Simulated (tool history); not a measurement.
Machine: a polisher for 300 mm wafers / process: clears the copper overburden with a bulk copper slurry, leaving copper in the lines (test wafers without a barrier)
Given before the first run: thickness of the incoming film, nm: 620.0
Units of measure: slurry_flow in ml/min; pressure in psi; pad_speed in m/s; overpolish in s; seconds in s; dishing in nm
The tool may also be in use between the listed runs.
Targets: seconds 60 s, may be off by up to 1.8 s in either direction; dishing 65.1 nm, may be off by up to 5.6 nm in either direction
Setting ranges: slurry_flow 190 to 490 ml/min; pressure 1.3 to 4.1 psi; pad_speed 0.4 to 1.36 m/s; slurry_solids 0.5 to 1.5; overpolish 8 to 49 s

run,hour,slurry_flow,pressure,pad_speed,slurry_solids,overpolish,seconds,dishing
1,0,315,2.7,0.88,1,25,86.719,60.631
2,4.2,315,2.7,0.88,0.9,25,87.867,56.712
3,12.5,315,2.9,0.88,0.9,24,82.847,61.768
4,14.6,315,2.9,0.88,0.9,31,84.018,64.477
5,16.9,315,2.9,1,0.9,31,73.336,65.925
6,22.1,315,3,1,0.9,28,70.559,67.844
7,23.8,315,3,1,0.9,28,70.778,64.248
8,24.8,315,3.1,1,0.9,27,68.789,63.426
9,32.6,315,3.2,1,0.9,27,65.848,64.413
10,39,315,3.3,1,0.9,27,64.714,67.121
11,45.6,315,3.4,1,0.9,26,62.413,69.737
12,51.4,315,3.4,1,0.9,24,62.734,65.334

Exactly one of the 5 candidate moves below puts every result within its allowed miss. Which one?
A,57.2,300,3.9,0.92,0.9,21,?,?
B,57.2,355,3.6,0.88,1.1,16,?,?
C,57.2,365,3.2,0.96,1.05,32,?,?
D,57.2,235,3.9,0.82,1.1,23,?,?
E,57.2,305,4.1,0.86,0.75,19,?,?

move,seconds,dishing
A,59.765,64.688
B,63.436,57.709
C,66.117,66.22
D,65.452,64.689
E,63.03,62.412
A: meets every target
B: moves away from the targets compared with the last run
C: moves away from the targets compared with the last run
D: moves away from the targets compared with the last run
E: moves away from the targets compared with the last run
A meets every target.
